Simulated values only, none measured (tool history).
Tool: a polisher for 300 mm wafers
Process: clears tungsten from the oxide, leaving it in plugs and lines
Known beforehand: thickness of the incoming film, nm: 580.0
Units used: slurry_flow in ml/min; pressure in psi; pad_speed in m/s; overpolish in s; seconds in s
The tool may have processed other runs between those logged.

run	hour	slurry_flow	pressure	pad_speed	slurry_solids	overpolish	seconds
1	0.0	250	3.9	0.84	1.0	3	107.58
2	6.4	250	3.9	0.84	1.0	3	108.42
3	14.6	250	3.8	0.84	1.0	3	112.25
4	20.7	250	3.8	0.68	1.0	3	129.59
5	28.2	250	3.8	0.78	1.0	3	116.86
6	37.2	250	3.7	0.78	1.0	3	120.61
7	42.2	250	3.6	0.78	1.0	3	122.12
8	46.5	250	3.5	0.78	1.0	3	126.88

Run 9 has not been measured yet. What should we expect?
9	55.1	250	3.3	0.78	1.0	3	?

{"run 9": {"seconds": 131.01}}

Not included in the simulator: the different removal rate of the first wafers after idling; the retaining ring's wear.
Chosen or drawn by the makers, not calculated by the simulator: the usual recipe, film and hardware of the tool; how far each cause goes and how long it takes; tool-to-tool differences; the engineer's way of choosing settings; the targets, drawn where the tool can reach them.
